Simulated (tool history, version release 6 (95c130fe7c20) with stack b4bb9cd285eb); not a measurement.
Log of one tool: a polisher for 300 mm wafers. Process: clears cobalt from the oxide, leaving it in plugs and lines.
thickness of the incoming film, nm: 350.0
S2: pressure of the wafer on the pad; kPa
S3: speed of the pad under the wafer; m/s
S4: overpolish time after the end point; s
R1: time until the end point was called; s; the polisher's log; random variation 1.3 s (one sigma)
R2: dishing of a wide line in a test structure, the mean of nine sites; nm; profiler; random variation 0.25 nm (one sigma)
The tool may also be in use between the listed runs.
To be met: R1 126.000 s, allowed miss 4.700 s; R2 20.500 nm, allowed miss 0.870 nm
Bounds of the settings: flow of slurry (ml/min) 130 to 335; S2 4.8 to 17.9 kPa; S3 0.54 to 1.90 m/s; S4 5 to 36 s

run 1 day=0.000 | flow_of_slurry_(ml/min)=215 S2=11.0 S3=1.22 S4=18 | R1=79.867 R2=45.163
run 2 day=0.342 | flow_of_slurry_(ml/min)=210 S2=9.7 S3=1.22 S4=15 | R1=90.946 R2=38.049
run 3 day=0.654 | flow_of_slurry_(ml/min)=210 S2=9.7 S3=1.22 S4=7 | R1=89.540 R2=24.088
run 4 day=0.833 | flow_of_slurry_(ml/min)=160 S2=9.7 S3=1.22 S4=7 | R1=92.094 R2=23.891
run 5 day=1.017 | flow_of_slurry_(ml/min)=160 S2=9.7 S3=1.22 S4=14 | R1=94.147 R2=36.308
run 6 day=1.371 | flow_of_slurry_(ml/min)=160 S2=9.7 S3=1.22 S4=11 | R1=92.154 R2=31.752
run 7 day=1.733 | flow_of_slurry_(ml/min)=150 S2=6.2 S3=1.20 S4=5 | R1=147.270 R2=12.188
run 8 day=2.083 | flow_of_slurry_(ml/min)=210 S2=8.3 S3=1.04 S4=10 | R1=120.670 R2=24.297
run 9 day=2.129 | flow_of_slurry_(ml/min)=210 S2=8.3 S3=1.04 S4=10 | R1=124.300 R2=25.258
run 10 day=2.321 | flow_of_slurry_(ml/min)=210 S2=8.3 S3=1.06 S4=10 | R1=119.280 R2=25.465
run 11 day=2.458 | flow_of_slurry_(ml/min)=175 S2=6.9 S3=1.12 S4=5 | R1=139.240 R2=12.731
run 12 day=2.771 | flow_of_slurry_(ml/min)=235 S2=6.9 S3=1.10 S4=5 | R1=134.200 R2=12.944
run 13 day=3.033 | flow_of_slurry_(ml/min)=220 S2=7.6 S3=1.06 S4=5 | R1=127.540 R2=13.425
run 14 day=3.392 | flow_of_slurry_(ml/min)=205 S2=8.3 S3=1.02 S4=6 | R1=124.370 R2=16.153
run 15 day=3.504 | flow_of_slurry_(ml/min)=200 S2=8.3 S3=1.00 S4=7 | R1=125.980 R2=18.295
run 16 day=3.621 | flow_of_slurry_(ml/min)=200 S2=8.3 S3=0.98 S4=7 | R1=130.840 R2=17.439
run 17 day=3.992 | flow_of_slurry_(ml/min)=205 S2=8.3 S3=0.96 S4=8 | R1=131.040 R2=19.623

Which of these 5 next moves meets every target?
run A day=4.362 | flow_of_slurry_(ml/min)=205 S2=8.3 S3=1.00 S4=7 | R1=? R2=?
run B day=4.362 | flow_of_slurry_(ml/min)=215 S2=8.3 S3=0.92 S4=9 | R1=? R2=?
run C day=4.362 | flow_of_slurry_(ml/min)=260 S2=12.4 S3=0.66 S4=7 | R1=? R2=?
run D day=4.362 | flow_of_slurry_(ml/min)=215 S2=7.6 S3=0.96 S4=9 | R1=? R2=?
run E day=4.362 | flow_of_slurry_(ml/min)=215 S2=11.7 S3=0.70 S4=8 | R1=? R2=?

move=A R1=125.580 R2=18.642
move=B R1=135.300 R2=21.486
move=C R1=122.930 R2=18.969
move=D R1=141.180 R2=20.783
move=E R1=125.450 R2=20.774
A: brings the result that was furthest off to its target, and leaves another outside
B: further off than the last run
C: brings the result that was furthest off to its target, and leaves another outside
D: further off than the last run
E: meets every target
Move E is the one to make.
